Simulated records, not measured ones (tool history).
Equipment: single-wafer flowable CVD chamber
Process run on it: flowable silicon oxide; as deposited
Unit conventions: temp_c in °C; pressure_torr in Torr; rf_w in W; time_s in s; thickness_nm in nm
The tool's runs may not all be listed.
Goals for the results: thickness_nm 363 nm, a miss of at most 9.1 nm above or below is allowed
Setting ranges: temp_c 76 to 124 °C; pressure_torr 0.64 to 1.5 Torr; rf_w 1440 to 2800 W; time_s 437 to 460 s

run,day,temp_c,pressure_torr,rf_w,time_s,thickness_nm
1,0,100,1.07,2120,460,473.19
2,0.208,102,1.07,2120,460,440.4
3,0.392,103,1.07,2120,460,423.06
4,0.467,103,1.07,1915,460,414.01
5,0.708,104,1.07,1915,460,399.27
6,0.867,104,1.26,1915,460,467.2
7,0.933,106,1.26,1915,460,431.81
8,1.071,107,1.26,1915,460,418.83
9,1.246,108,1.26,1915,460,402.16
10,1.462,112,1.26,1915,460,350

Consider the 5 candidate settings below. Which is the only one whose results all fall within their allowed miss of target?
A,1.679,114,1.37,1840,437,?
B,1.679,112,1.22,1840,444,?
C,1.679,111,1.2,1900,437,?
D,1.679,111,1.31,2015,440,?
E,1.679,116,1.31,2110,460,?

move,thickness_nm
A,331.13
B,323.48
C,326.61
D,362.79
E,321.32
A: lands further from the targets than the last run did
B: lands further from the targets than the last run did
C: lands further from the targets than the last run did
D: all results in spec
E: lands further from the targets than the last run did
The move that meets every target is D.
